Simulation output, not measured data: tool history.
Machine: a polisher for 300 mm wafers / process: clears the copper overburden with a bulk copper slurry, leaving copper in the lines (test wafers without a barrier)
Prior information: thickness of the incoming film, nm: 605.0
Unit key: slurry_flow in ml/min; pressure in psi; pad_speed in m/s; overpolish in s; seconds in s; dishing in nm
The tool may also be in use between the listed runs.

{"run": 1, "day": 0.0, "slurry_flow": 240, "pressure": 1.8, "pad_speed": 1.36, "slurry_solids": 1.0, "overpolish": 22, "seconds": 76.594, "dishing": 74.232}
{"run": 2, "day": 0.25, "slurry_flow": 240, "pressure": 1.8, "pad_speed": 1.36, "slurry_solids": 1.2, "overpolish": 22, "seconds": 72.3, "dishing": 76.686}
{"run": 3, "day": 0.433, "slurry_flow": 240, "pressure": 1.8, "pad_speed": 1.5, "slurry_solids": 1.2, "overpolish": 22, "seconds": 68.206, "dishing": 78.876}
{"run": 4, "day": 0.654, "slurry_flow": 240, "pressure": 1.8, "pad_speed": 1.26, "slurry_solids": 1.2, "overpolish": 22, "seconds": 79.918, "dishing": 72.086}
{"run": 5, "day": 0.729, "slurry_flow": 240, "pressure": 1.8, "pad_speed": 1.26, "slurry_solids": 1.3, "overpolish": 22, "seconds": 79.01, "dishing": 74.739}
{"run": 6, "day": 1.058, "slurry_flow": 240, "pressure": 1.8, "pad_speed": 1.38, "slurry_solids": 1.3, "overpolish": 22, "seconds": 69.238, "dishing": 76.586}

Estimate the outcome of run 7 from the log above:
{"run": 7, "day": 1.421, "slurry_flow": 240, "pressure": 2.1, "pad_speed": 1.42, "slurry_solids": 1.3, "overpolish": 19, "seconds": "?", "dishing": "?"}

Run 7 yielded seconds 61.379 s, dishing 79.970 nm.
